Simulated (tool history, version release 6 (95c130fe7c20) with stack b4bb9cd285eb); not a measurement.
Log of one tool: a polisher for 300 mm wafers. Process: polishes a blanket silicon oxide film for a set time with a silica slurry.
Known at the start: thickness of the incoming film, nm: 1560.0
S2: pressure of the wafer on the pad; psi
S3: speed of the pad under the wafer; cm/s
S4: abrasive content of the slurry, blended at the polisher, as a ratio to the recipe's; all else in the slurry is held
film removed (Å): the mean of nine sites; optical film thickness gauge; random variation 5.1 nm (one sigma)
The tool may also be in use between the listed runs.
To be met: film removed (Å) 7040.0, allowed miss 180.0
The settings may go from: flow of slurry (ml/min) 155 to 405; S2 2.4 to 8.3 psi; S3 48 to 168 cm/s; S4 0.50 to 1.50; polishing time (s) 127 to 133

Run 1, hour 0.0: flow of slurry (ml/min) 260, S2 5.3 psi, S3 108 cm/s, S4 1.00, polishing time (s) 127. Result: film removed (Å) 4888.4.
Run 2, hour 7.2: flow of slurry (ml/min) 265, S2 5.8 psi, S3 108 cm/s, S4 1.00, polishing time (s) 127. Result: film removed (Å) 5308.0.
Run 3, hour 14.8: flow of slurry (ml/min) 265, S2 5.8 psi, S3 120 cm/s, S4 1.00, polishing time (s) 127. Result: film removed (Å) 5809.6.
Run 4, hour 19.4: flow of slurry (ml/min) 265, S2 5.8 psi, S3 120 cm/s, S4 0.90, polishing time (s) 127. Result: film removed (Å) 5598.5.
Run 5, hour 28.5: flow of slurry (ml/min) 265, S2 5.8 psi, S3 120 cm/s, S4 1.05, polishing time (s) 127. Result: film removed (Å) 5895.9.
Run 6, hour 29.2: flow of slurry (ml/min) 265, S2 5.1 psi, S3 120 cm/s, S4 1.05, polishing time (s) 127. Result: film removed (Å) 5217.9.
Run 7, hour 37.9: flow of slurry (ml/min) 265, S2 5.5 psi, S3 120 cm/s, S4 1.05, polishing time (s) 127. Result: film removed (Å) 5577.4.
Run 8, hour 46.3: flow of slurry (ml/min) 265, S2 5.8 psi, S3 120 cm/s, S4 1.05, polishing time (s) 127. Result: film removed (Å) 5867.6.
Run 9, hour 47.7: flow of slurry (ml/min) 265, S2 6.1 psi, S3 120 cm/s, S4 1.05, polishing time (s) 127. Result: film removed (Å) 6275.3.
Run 10, hour 52.9: flow of slurry (ml/min) 265, S2 6.2 psi, S3 120 cm/s, S4 1.05, polishing time (s) 127. Result: film removed (Å) 6289.2.
Run 11, hour 55.6: flow of slurry (ml/min) 270, S2 6.4 psi, S3 120 cm/s, S4 1.05, polishing time (s) 127. Result: film removed (Å) 6454.8.
Run 12, hour 58.7: flow of slurry (ml/min) 270, S2 6.5 psi, S3 120 cm/s, S4 1.05, polishing time (s) 127. Result: film removed (Å) 6575.2.
Run 13, hour 63.2: flow of slurry (ml/min) 270, S2 6.6 psi, S3 120 cm/s, S4 1.05, polishing time (s) 127. Result: film removed (Å) 6752.4.
Run 14, hour 71.8: flow of slurry (ml/min) 270, S2 6.7 psi, S3 120 cm/s, S4 1.05, polishing time (s) 127. Result: film removed (Å) 6751.5.

Which of these 5 next moves meets every target?
Run A, hour 80.4: flow of slurry (ml/min) 255, S2 6.9 psi, S3 110 cm/s, S4 1.00, polishing time (s) 132. Result: film removed (Å) ?.
Run B, hour 80.4: flow of slurry (ml/min) 305, S2 5.7 psi, S3 124 cm/s, S4 1.30, polishing time (s) 127. Result: film removed (Å) ?.
Run C, hour 80.4: flow of slurry (ml/min) 260, S2 6.9 psi, S3 124 cm/s, S4 1.10, polishing time (s) 131. Result: film removed (Å) ?.
Run D, hour 80.4: flow of slurry (ml/min) 260, S2 6.9 psi, S3 126 cm/s, S4 1.00, polishing time (s) 133. Result: film removed (Å) ?.
Run E, hour 80.4: flow of slurry (ml/min) 305, S2 8.2 psi, S3 94 cm/s, S4 1.00, polishing time (s) 132. Result: film removed (Å) ?.

move  film removed (Å)
   A            6608.6
   B            6396.2
   C            7442.2
   D            7439.3
   E            7030.3
A: further off than the last run
B: further off than the last run
C: takes the result that was furthest off past its target
D: takes the result that was furthest off past its target
E: meets every target
Answer: E
